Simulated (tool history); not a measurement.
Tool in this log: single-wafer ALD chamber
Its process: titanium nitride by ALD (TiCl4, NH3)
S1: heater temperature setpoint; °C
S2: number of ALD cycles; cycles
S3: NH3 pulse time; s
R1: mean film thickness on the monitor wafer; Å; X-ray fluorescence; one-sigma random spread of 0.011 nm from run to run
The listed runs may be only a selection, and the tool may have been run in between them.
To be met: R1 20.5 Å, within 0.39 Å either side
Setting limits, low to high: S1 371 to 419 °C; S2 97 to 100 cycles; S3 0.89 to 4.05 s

{"run": 1, "hour": 0.0, "S1": 395, "S2": 97, "S3": 2.47, "R1": 23.772}
{"run": 2, "hour": 6.9, "S1": 390, "S2": 97, "S3": 2.11, "R1": 23.243}
{"run": 3, "hour": 11.7, "S1": 390, "S2": 97, "S3": 1.41, "R1": 22.074}
{"run": 4, "hour": 13.2, "S1": 400, "S2": 97, "S3": 1.41, "R1": 22.555}
{"run": 5, "hour": 20.7, "S1": 400, "S2": 100, "S3": 1.41, "R1": 23.371}
{"run": 6, "hour": 27.5, "S1": 393, "S2": 99, "S3": 1.29, "R1": 22.342}
{"run": 7, "hour": 35.3, "S1": 381, "S2": 97, "S3": 0.89, "R1": 14.594}
{"run": 8, "hour": 41.4, "S1": 385, "S2": 97, "S3": 0.89, "R1": 15.227}
{"run": 9, "hour": 49.7, "S1": 397, "S2": 100, "S3": 1.68, "R1": 23.55}
{"run": 10, "hour": 56.4, "S1": 395, "S2": 100, "S3": 1.68, "R1": 23.793}

Which single option among these 5 for the next run brings every result within its allowed miss of target? Just one does.
{"run": "A", "hour": 63.1, "S1": 386, "S2": 97, "S3": 1.14, "R1": "?"}
{"run": "B", "hour": 63.1, "S1": 390, "S2": 97, "S3": 1, "R1": "?"}
{"run": "C", "hour": 63.1, "S1": 388, "S2": 97, "S3": 1.01, "R1": "?"}
{"run": "D", "hour": 63.1, "S1": 383, "S2": 97, "S3": 1, "R1": "?"}
{"run": "E", "hour": 63.1, "S1": 401, "S2": 98, "S3": 1.4, "R1": "?"}

move=A R1=20.695
move=B R1=19.438
move=C R1=19.426
move=D R1=18.792
move=E R1=22.834
A: hits every target within its allowed miss
B: the result that was furthest off in the last run now lies on the other side of its target
C: the result that was furthest off in the last run now lies on the other side of its target
D: the result that was furthest off in the last run now lies on the other side of its target
E: moves toward the targets from the last run without getting all of them in spec
Move A is the one to make.
